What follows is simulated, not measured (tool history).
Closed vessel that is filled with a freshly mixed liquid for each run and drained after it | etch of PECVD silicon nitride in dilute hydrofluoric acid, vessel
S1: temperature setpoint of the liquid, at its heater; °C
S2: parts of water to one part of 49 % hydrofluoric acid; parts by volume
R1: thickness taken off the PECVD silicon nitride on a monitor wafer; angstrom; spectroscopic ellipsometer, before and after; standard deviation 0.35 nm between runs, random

run 1 hour=0.0 | S1=21.0 S2=210 time_in_the_liquid_(s)=3180 | R1=307.10
run 2 hour=9.5 | S1=21.0 S2=210 time_in_the_liquid_(s)=3180 | R1=301.64
run 3 hour=17.7 | S1=22.5 S2=210 time_in_the_liquid_(s)=3180 | R1=330.73
run 4 hour=26.0 | S1=22.5 S2=210 time_in_the_liquid_(s)=3180 | R1=336.75
run 5 hour=28.6 | S1=22.5 S2=210 time_in_the_liquid_(s)=3180 | R1=332.31
run 6 hour=38.5 | S1=22.5 S2=210 time_in_the_liquid_(s)=3180 | R1=335.87

Run 7 has not been measured yet. What should we expect?
run 7 hour=42.5 | S1=23.5 S2=210 time_in_the_liquid_(s)=3180 | R1=?

R1: 359.52 angstrom
